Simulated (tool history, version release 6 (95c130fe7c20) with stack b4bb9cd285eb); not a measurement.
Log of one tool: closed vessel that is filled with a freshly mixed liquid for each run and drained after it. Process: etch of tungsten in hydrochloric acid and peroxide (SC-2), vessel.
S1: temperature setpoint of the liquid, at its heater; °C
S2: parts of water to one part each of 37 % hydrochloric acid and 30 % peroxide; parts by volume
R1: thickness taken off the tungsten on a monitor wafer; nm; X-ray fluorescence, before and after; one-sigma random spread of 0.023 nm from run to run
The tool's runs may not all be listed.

{"run": 1, "hour": 0.0, "S1": 53, "S2": 7, "time in the liquid (s)": 30, "R1": 5.5248}
{"run": 2, "hour": 0.7, "S1": 49.5, "S2": 7, "time in the liquid (s)": 30, "R1": 4.3851}
{"run": 3, "hour": 3.1, "S1": 55, "S2": 7, "time in the liquid (s)": 30, "R1": 6.3659}
{"run": 4, "hour": 12.0, "S1": 54, "S2": 7, "time in the liquid (s)": 30, "R1": 5.924}
{"run": 5, "hour": 17.7, "S1": 53.5, "S2": 7, "time in the liquid (s)": 30, "R1": 5.7472}
{"run": 6, "hour": 22.4, "S1": 53, "S2": 7, "time in the liquid (s)": 30, "R1": 5.5851}
{"run": 7, "hour": 23.3, "S1": 52.5, "S2": 7, "time in the liquid (s)": 30, "R1": 5.4443}
{"run": 8, "hour": 28.1, "S1": 52, "S2": 7, "time in the liquid (s)": 30, "R1": 5.2232}
{"run": 9, "hour": 29.0, "S1": 51.5, "S2": 7, "time in the liquid (s)": 30, "R1": 5.0279}

Expected results for the next run?
{"run": 10, "hour": 29.9, "S1": 50.5, "S2": 7, "time in the liquid (s)": 30, "R1": "?"}

R1: 4.7213 nm
